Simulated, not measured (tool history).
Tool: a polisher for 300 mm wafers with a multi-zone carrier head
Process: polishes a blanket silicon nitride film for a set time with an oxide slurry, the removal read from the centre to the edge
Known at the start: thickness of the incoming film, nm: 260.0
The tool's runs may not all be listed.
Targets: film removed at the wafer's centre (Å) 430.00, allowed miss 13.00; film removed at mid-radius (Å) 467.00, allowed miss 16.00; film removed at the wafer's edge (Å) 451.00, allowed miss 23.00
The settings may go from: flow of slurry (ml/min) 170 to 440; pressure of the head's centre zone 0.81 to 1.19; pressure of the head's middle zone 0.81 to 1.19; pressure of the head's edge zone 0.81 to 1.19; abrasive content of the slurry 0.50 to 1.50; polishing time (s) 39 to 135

run	hour	flow of slurry (ml/min)	pressure of the head's centre zone	pressure of the head's middle zone	pressure of the head's edge zone	abrasive content of the slurry	polishing time (s)	film removed at the wafer's centre (Å)	film removed at mid-radius (Å)	film removed at the wafer's edge (Å)
1	0.0	280	1.00	1.00	1.00	1.00	87	369.40	384.41	374.15
2	8.2	280	1.00	1.00	1.00	1.00	97	423.47	432.81	420.05
3	14.1	305	1.00	1.00	1.00	1.00	97	426.36	428.01	427.72
4	15.4	305	1.00	1.01	1.01	1.00	97	427.85	434.67	424.48
5	19.0	365	1.00	1.01	1.01	1.00	97	430.21	438.91	423.01
6	25.9	365	1.00	1.01	1.01	1.00	76	335.89	346.17	340.40
7	30.5	360	1.00	1.02	1.03	1.10	76	351.50	350.46	349.11
8	32.2	355	0.98	1.03	1.03	1.15	79	362.21	374.51	387.39
9	33.6	355	0.99	1.05	1.02	1.20	79	362.67	389.54	379.31
10	41.5	355	1.00	1.06	1.03	1.25	80	385.53	400.74	383.51
11	45.0	355	0.99	1.07	1.04	1.30	81	383.69	420.11	399.46
12	53.5	355	0.99	1.07	1.05	1.35	82	393.49	427.52	418.49
13	61.3	355	1.00	1.08	1.06	1.40	82	404.10	441.70	432.06
14	63.2	355	1.01	1.09	1.06	1.40	82	412.58	444.25	427.70
15	70.8	355	1.01	1.10	1.07	1.40	82	408.19	448.92	420.42

5 next moves are on the table. One of them brings every result within its allowed miss. Which?
A	78.4	360	1.09	1.13	0.98	1.35	83	?	?	?
B	78.4	280	1.15	1.19	1.05	1.40	77	?	?	?
C	78.4	415	0.97	1.07	1.03	1.50	86	?	?	?
D	78.4	345	0.99	1.14	1.09	1.35	78	?	?	?
E	78.4	365	0.96	1.10	1.10	1.50	82	?	?	?

move	film removed at the wafer's centre (Å)	film removed at mid-radius (Å)	film removed at the wafer's edge (Å)
A	440.86	449.13	405.18
B	427.35	432.17	387.21
C	425.03	463.89	448.32
D	375.37	424.14	400.19
E	397.41	448.96	438.59
A: brings the result that was furthest off to its target, and leaves another outside
B: brings the result that was furthest off to its target, and leaves another outside
C: meets every target
D: further off than the last run
E: further off than the last run
Move C is the one to make.
